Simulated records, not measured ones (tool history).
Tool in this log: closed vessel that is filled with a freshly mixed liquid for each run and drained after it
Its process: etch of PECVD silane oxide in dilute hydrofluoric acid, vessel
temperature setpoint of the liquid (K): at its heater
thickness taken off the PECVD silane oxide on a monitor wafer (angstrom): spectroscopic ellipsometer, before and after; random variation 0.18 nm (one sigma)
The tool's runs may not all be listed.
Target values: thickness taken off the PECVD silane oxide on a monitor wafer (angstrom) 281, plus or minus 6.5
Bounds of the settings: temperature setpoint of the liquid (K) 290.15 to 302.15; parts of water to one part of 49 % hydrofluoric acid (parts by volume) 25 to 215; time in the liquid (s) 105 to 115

run,day,temperature setpoint of the liquid (K),parts of water to one part of 49 % hydrofluoric acid (parts by volume),time in the liquid (s),thickness taken off the PECVD silane oxide on a monitor wafer (angstrom)
1,0,294.15,120,105,118.67
2,0.317,292.15,120,105,111.19
3,0.546,292.15,120,115,120.21
4,0.796,290.15,120,115,110.58
5,0.883,290.15,120,105,100.93
6,1.229,292.15,110,105,119.69
7,1.283,293.65,100,105,144.17
8,1.621,295.15,95,105,160.86
9,1.971,296.15,90,105,180.14
# day 2.046: thermometer replaced
10,2.046,297.15,85,105,189.11
11,2.175,298.15,80,105,210.87
12,2.529,298.65,80,105,214.99
13,2.571,299.15,80,105,222.05

Of the 5 settings listed for the next run, only one would bring every result within its allowed miss of target. Which one?
A,2.612,299.65,70,115,?
B,2.612,297.65,90,110,?
C,2.612,301.15,65,105,?
D,2.612,299.65,65,110,?
E,2.612,300.65,70,115,?

move,thickness taken off the PECVD silane oxide on a monitor wafer (angstrom)
A,283.3
B,189.63
C,297.64
D,293.83
E,294.71
A: meets every target
B: the biggest miss grows against the last run
C: moves the result that the last run missed by most past its target, out the other side
D: moves the result that the last run missed by most past its target, out the other side
E: moves the result that the last run missed by most past its target, out the other side
Go with A: it meets all targets.
